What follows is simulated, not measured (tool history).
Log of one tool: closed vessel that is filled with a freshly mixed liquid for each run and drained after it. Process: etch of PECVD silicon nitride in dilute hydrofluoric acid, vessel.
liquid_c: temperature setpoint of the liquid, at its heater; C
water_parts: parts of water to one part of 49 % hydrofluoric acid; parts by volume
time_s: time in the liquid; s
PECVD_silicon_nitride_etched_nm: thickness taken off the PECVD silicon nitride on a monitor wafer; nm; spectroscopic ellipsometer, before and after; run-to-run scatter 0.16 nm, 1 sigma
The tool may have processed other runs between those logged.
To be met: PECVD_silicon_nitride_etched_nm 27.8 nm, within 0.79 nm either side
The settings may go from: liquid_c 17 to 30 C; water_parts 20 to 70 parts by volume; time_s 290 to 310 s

run  hour  liquid_c  water_parts  time_s  PECVD_silicon_nitride_etched_nm
  1     0        22           40     290                           11.234
  2   1.3        22           40     310                           11.899
  3    10      19.5           40     310                            10.11
  4  12.2      22.5           40     310                           12.327
  5    21      24.5           35     310                           16.104
  6    25      24.5           35     310                           16.151
  7  33.7        26           35     310                           17.723
  8  34.4        27           35     310                           19.247

Which of these 4 next moves meets every target?
  A  35.1      24.5           25     305                                ?
  B  35.1      29.5           25     310                                ?
  C  35.1        25           20     300                                ?
  D  35.1      28.5           30     310                                ?

move  PECVD_silicon_nitride_etched_nm
   A                           22.191
   B                           31.513
   C                           27.958
   D                           24.726
A: gains on the last run, yet a result remains outside its allowed miss
B: pushes the last run's worst result past its target
C: hits every target within its allowed miss
D: gains on the last run, yet a result remains outside its allowed miss
Answer: C
